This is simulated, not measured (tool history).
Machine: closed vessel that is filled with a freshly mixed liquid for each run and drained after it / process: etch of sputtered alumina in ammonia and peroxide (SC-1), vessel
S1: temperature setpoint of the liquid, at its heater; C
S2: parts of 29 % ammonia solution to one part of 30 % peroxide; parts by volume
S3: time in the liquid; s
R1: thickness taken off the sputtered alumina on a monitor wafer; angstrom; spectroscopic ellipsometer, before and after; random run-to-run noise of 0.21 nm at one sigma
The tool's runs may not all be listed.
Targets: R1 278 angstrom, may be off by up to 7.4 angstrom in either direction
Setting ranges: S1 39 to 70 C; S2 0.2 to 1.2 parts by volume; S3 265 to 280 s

| run | hour | S1 | S2 | S3 | R1 |
|---|---|---|---|---|---|
| 1 | 0 | 55 | 0.75 | 265 | 173.54 |
| 2 | 4.3 | 50.5 | 0.75 | 265 | 137.08 |
| 3 | 9.9 | 55 | 0.75 | 265 | 172.39 |
| 4 | 17.7 | 55 | 0.75 | 280 | 182.29 |
| 5 | 26.4 | 58 | 0.75 | 280 | 212.89 |
| 6 | 31.6 | 60 | 0.75 | 280 | 238.68 |
| 7 | 33 | 61 | 0.75 | 280 | 251.46 |
| 8 | 41.9 | 61.5 | 0.75 | 280 | 257.87 |
| 9 | 49.8 | 61.5 | 0.75 | 280 | 256.66 |

Exactly one of the 5 candidate moves below puts every result within its allowed miss. Which one?
| A | 57.7 | 64.5 | 0.55 | 270 | ? |
| B | 57.7 | 62 | 0.9 | 275 | ? |
| C | 57.7 | 61.5 | 0.35 | 280 | ? |
| D | 57.7 | 61 | 0.9 | 270 | ? |
| E | 57.7 | 65.5 | 0.55 | 280 | ? |

| move | R1 |
|---|---|
| A | 280.01 |
| B | 263.54 |
| C | 239.24 |
| D | 245.93 |
| E | 305.16 |
A: every result lands within tolerance
B: better than the last run, though not everything is in spec
C: lands further from the targets than the last run did
D: lands further from the targets than the last run did
E: pushes the last run's worst result past its target
A meets every target.
